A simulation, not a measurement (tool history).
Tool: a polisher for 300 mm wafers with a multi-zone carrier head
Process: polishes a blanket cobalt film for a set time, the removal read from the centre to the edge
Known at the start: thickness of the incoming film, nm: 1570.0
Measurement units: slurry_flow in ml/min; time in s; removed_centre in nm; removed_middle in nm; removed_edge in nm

run	day	slurry_flow	centre_zone	middle_zone	edge_zone	time	removed_centre	removed_middle	removed_edge
1	0	275	1	1	1	59	317.48	312.02	303.89
2	0.304	280	0.97	1.02	1.04	61	325.06	322.21	325.46
3	0.342	280	0.97	1.02	1.04	55	299.02	287.02	290.21
4	0.442	280	0.97	1.02	1.11	55	291.47	291.2	297.05
5	0.717	280	0.97	0.96	1.11	55	288.57	269.83	298.43
6	0.821	280	0.97	0.96	1.07	55	290.08	272.16	295.42
7	1.042	280	0.94	1	1.09	58	300.92	307.43	311.36
8	1.15	285	0.92	1	1.11	60	307.43	315.4	325.53
9	1.388	285	0.89	1.01	1.13	62	303.43	328.51	343.76
10	1.729	290	0.88	1.03	1.14	63	300.47	332.22	352.3
11	2.067	290	0.89	1.06	1.15	64	309.75	338.4	358.41
12	2.333	290	0.88	1.08	1.14	65	309.83	361.56	360.32

What does the tool deliver on the next run?
# day 2.688: centre zone pressure recalibrated
13	2.688	295	0.88	1.09	1.15	66	?	?	?

removed_centre: 301.24 nm
removed_middle: 366.14 nm
removed_edge: 367.97 nm

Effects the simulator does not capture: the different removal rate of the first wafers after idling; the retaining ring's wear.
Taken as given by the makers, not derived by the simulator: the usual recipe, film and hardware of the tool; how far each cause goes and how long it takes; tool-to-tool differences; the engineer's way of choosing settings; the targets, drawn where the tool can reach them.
